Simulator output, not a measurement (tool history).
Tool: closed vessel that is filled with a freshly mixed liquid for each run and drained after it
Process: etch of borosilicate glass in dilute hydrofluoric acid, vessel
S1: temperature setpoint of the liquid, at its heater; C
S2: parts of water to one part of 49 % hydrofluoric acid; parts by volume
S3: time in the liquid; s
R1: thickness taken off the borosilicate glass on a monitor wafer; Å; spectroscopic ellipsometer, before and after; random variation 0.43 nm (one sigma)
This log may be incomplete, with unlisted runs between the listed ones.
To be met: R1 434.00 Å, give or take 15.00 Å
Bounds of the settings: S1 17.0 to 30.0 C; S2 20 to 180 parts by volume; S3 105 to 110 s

Run 1, day 0.000: S1 22.0 C, S2 100 parts by volume, S3 105 s. Result: R1 367.26 Å.
Run 2, day 0.321: S1 22.0 C, S2 100 parts by volume, S3 105 s. Result: R1 361.69 Å.
Run 3, day 0.575: S1 22.0 C, S2 135 parts by volume, S3 105 s. Result: R1 259.54 Å.
Run 4, day 0.788: S1 22.0 C, S2 135 parts by volume, S3 105 s. Result: R1 256.63 Å.
Run 5, day 0.946: S1 22.0 C, S2 150 parts by volume, S3 105 s. Result: R1 226.71 Å.
Run 6, day 0.996: S1 23.5 C, S2 145 parts by volume, S3 105 s. Result: R1 250.36 Å.
Run 7, day 1.338: S1 24.5 C, S2 140 parts by volume, S3 105 s. Result: R1 271.05 Å.
Run 8, day 1.571: S1 25.5 C, S2 135 parts by volume, S3 105 s. Result: R1 290.72 Å.
Run 9, day 1.733: S1 26.0 C, S2 130 parts by volume, S3 105 s. Result: R1 312.15 Å.
Run 10, day 1.938: S1 26.5 C, S2 125 parts by volume, S3 105 s. Result: R1 338.12 Å.
Run 11, day 2.279: S1 27.0 C, S2 125 parts by volume, S3 105 s. Result: R1 339.37 Å.
Run 12, day 2.471: S1 27.5 C, S2 120 parts by volume, S3 105 s. Result: R1 368.98 Å.
Run 13, day 2.612: S1 28.0 C, S2 120 parts by volume, S3 105 s. Result: R1 372.51 Å.
Run 14, day 2.958: S1 28.5 C, S2 120 parts by volume, S3 105 s. Result: R1 380.41 Å.

Next run, 5 choices. One meets every target within its allowed miss, the rest don't. Which?
Run A, day 3.304: S1 29.0 C, S2 120 parts by volume, S3 110 s. Result: R1 ?.
Run B, day 3.304: S1 26.5 C, S2 110 parts by volume, S3 105 s. Result: R1 ?.
Run C, day 3.304: S1 29.5 C, S2 110 parts by volume, S3 105 s. Result: R1 ?.
Run D, day 3.304: S1 28.0 C, S2 115 parts by volume, S3 110 s. Result: R1 ?.
Run E, day 3.304: S1 23.5 C, S2 95 parts by volume, S3 105 s. Result: R1 ?.

move      R1
   A  404.89
   B  388.65
   C  435.42
   D  409.67
   E  407.69
A: closes in on the targets versus the last run, not all within tolerance yet
B: closes in on the targets versus the last run, not all within tolerance yet
C: all results land within tolerance of their targets
D: closes in on the targets versus the last run, not all within tolerance yet
E: closes in on the targets versus the last run, not all within tolerance yet
So the answer is move C, the one that meets all the targets.
